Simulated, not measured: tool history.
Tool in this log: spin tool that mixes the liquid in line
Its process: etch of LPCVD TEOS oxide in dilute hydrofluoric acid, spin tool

run,hour,temperature setpoint of the liquid (°C),parts of water to one part of 49 % hydrofluoric acid (parts by volume),time under the liquid (s),thickness taken off the LPCVD TEOS oxide on a monitor wafer (angstrom)
1,0.0,25.0,240,200,171.72
2,6.3,25.0,240,200,168.73
3,8.6,21.5,240,200,150.56
4,16.8,23.0,240,200,158.25
# hour 20.1: thermometer replaced
5,20.1,24.0,240,200,156.05
6,26.7,24.0,240,220,171.69

Forecast run 7:
7,34.1,25.0,240,220,?

thickness taken off the LPCVD TEOS oxide on a monitor wafer (angstrom): 176.20

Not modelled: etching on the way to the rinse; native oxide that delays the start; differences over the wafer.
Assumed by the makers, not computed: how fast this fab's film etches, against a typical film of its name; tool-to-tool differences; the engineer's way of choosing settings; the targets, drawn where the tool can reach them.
